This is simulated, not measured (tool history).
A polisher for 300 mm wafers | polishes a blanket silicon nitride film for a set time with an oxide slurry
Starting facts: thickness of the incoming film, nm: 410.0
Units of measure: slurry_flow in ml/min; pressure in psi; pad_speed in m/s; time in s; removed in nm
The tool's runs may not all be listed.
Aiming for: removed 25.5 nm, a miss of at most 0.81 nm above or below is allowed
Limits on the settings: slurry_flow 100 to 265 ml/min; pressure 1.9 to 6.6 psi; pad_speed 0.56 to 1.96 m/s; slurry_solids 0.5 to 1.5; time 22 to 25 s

run 1 hour=0 | slurry_flow=170 pressure=4.2 pad_speed=1.26 slurry_solids=1 time=25 | removed=20.611
run 2 hour=1.5 | slurry_flow=175 pressure=4.3 pad_speed=1.26 slurry_solids=1 time=25 | removed=21.284
run 3 hour=3.7 | slurry_flow=175 pressure=4.3 pad_speed=1.26 slurry_solids=1 time=25 | removed=21.169
run 4 hour=6.1 | slurry_flow=175 pressure=4.3 pad_speed=1.26 slurry_solids=1 time=22 | removed=18.355
-- hour=12.9 slurry nozzle cleaned
run 5 hour=12.9 | slurry_flow=175 pressure=4.6 pad_speed=1.26 slurry_solids=1 time=22 | removed=20.517
run 6 hour=19.8 | slurry_flow=175 pressure=4.6 pad_speed=1.26 slurry_solids=0.85 time=22 | removed=18.155
run 7 hour=27 | slurry_flow=175 pressure=4.9 pad_speed=1.26 slurry_solids=0.85 time=22 | removed=19.575
run 8 hour=32.7 | slurry_flow=175 pressure=5.1 pad_speed=1.26 slurry_solids=0.85 time=22 | removed=20.177
run 9 hour=40 | slurry_flow=175 pressure=5.3 pad_speed=1.26 slurry_solids=0.85 time=22 | removed=20.984

Consider the 5 candidate settings below. Which is the only one whose results all fall within their allowed miss of target?
run A hour=47.3 | slurry_flow=165 pressure=5.7 pad_speed=1.3 slurry_solids=0.95 time=23 | removed=?
run B hour=47.3 | slurry_flow=145 pressure=6.6 pad_speed=1.14 slurry_solids=0.7 time=25 | removed=?
run C hour=47.3 | slurry_flow=190 pressure=5 pad_speed=1.18 slurry_solids=1 time=24 | removed=?
run D hour=47.3 | slurry_flow=185 pressure=5.4 pad_speed=1.26 slurry_solids=0.95 time=23 | removed=?
run E hour=47.3 | slurry_flow=265 pressure=5.4 pad_speed=0.98 slurry_solids=1.1 time=24 | removed=?

move=A removed=25.882
move=B removed=23.039
move=C removed=23.131
move=D removed=24.338
move=E removed=23.55
A: each result inside its tolerance
B: moves toward the targets from the last run without getting all of them in spec
C: moves toward the targets from the last run without getting all of them in spec
D: moves toward the targets from the last run without getting all of them in spec
E: moves toward the targets from the last run without getting all of them in spec
Correct choice: A, which meets every target
